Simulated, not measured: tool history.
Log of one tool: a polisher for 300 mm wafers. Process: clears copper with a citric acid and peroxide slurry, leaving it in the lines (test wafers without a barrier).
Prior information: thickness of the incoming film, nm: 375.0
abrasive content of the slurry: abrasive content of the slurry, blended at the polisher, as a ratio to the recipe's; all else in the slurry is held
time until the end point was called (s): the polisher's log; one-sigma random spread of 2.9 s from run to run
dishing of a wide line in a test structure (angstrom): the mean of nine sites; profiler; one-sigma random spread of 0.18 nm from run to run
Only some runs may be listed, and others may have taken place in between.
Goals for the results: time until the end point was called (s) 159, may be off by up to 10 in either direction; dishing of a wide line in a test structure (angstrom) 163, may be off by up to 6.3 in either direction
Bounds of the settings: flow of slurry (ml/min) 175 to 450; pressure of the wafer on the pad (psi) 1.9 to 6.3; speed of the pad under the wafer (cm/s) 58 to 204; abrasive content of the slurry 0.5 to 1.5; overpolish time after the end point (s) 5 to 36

run,day,flow of slurry (ml/min),pressure of the wafer on the pad (psi),speed of the pad under the wafer (cm/s),abrasive content of the slurry,overpolish time after the end point (s),time until the end point was called (s),dishing of a wide line in a test structure (angstrom)
1,0,290,4.1,130,1,18,94.125,464.12
2,0.3,290,4.1,130,1,15,97.025,397.78
3,0.575,290,3.7,130,1,15,96.888,378.82
4,0.904,290,3.6,120,1,14,110.38,332.05
5,1.258,320,3.6,120,1,14,113.44,336.94
6,1.45,280,3.6,120,1,14,110.85,332.16
7,1.667,275,3.5,116,1,12,119.62,278.05
8,1.958,265,3.3,114,1,11,121.68,242.83
9,2.333,255,3.1,112,1,11,126.66,230.92
10,2.45,245,2.9,110,1,11,140.42,220.98
11,2.692,245,2.8,110,1,10,137.39,197.43
12,2.938,240,2.7,110,1,10,142.52,196.41
13,3.233,235,2.6,110,1,10,147.06,191.56
14,3.512,240,2.2,110,1,8,154.52,147.29
15,3.596,230,2.4,104,1,10,157.24,179.43

Exercise: of the 5 proposed moves below, exactly one satisfies all targets within the stated allowed misses. Which move is it?
A,3.679,230,2.2,108,1.05,9,?,?
B,3.679,195,1.9,120,1.05,8,?,?
C,3.679,230,2.8,86,1.05,9,?,?
D,3.679,280,2.5,106,0.9,10,?,?
E,3.679,250,1.9,122,0.9,8,?,?

move,time until the end point was called (s),dishing of a wide line in a test structure (angstrom)
A,157.03,161.68
B,153.94,147.35
C,174.49,147.01
D,154.94,180.73
E,154.23,147.1
A: all results in spec
B: takes the biggest miss from the last run beyond its target
C: takes the biggest miss from the last run beyond its target
D: misses by more than the last run did
E: takes the biggest miss from the last run beyond its target
So the answer is move A, the one that meets all the targets.
